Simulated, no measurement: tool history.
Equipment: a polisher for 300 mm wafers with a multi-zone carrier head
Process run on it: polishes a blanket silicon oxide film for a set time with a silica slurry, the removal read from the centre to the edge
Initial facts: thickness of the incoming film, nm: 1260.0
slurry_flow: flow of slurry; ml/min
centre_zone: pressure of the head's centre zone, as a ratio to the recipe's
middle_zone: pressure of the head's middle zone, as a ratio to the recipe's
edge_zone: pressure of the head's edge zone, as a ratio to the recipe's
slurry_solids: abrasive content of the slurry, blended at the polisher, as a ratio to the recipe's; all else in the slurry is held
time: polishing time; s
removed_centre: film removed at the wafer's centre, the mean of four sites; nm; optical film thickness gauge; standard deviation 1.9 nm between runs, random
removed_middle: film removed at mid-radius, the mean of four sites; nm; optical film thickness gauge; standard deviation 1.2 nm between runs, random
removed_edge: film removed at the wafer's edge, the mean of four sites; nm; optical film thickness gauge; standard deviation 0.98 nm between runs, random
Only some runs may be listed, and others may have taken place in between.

run	hour	slurry_flow	centre_zone	middle_zone	edge_zone	slurry_solids	time	removed_centre	removed_middle	removed_edge
1	0	305	1	1	1	1	76	204.45	209.76	206.32
2	3.4	305	0.99	0.99	0.97	0.9	76	192.19	196.35	193.17
3	4.7	305	0.99	0.99	0.97	0.9	85	219.56	221.36	217.1
4	11.9	305	0.99	0.99	0.97	0.9	100	259.33	256.93	255.84
5	19.2	305	1.08	0.99	0.97	0.9	100	282.5	260.73	256.44
6	23.5	300	1.05	0.99	0.95	0.8	96	246.33	229.79	231.9
7	29.1	330	0.99	1.09	0.85	0.55	75	141.98	155.45	134.74
8	30.9	330	1	1.09	0.88	0.55	75	146.1	153.03	137.64
9	34.8	330	1	1.1	0.9	0.55	75	140.62	155.37	138.72

The next listed run, before its measurement:
10	43.6	330	1.01	1.1	0.91	0.55	75	?	?	?

Run 10 yielded removed_centre 144.58 nm, removed_middle 156.22 nm, removed_edge 139.41 nm.

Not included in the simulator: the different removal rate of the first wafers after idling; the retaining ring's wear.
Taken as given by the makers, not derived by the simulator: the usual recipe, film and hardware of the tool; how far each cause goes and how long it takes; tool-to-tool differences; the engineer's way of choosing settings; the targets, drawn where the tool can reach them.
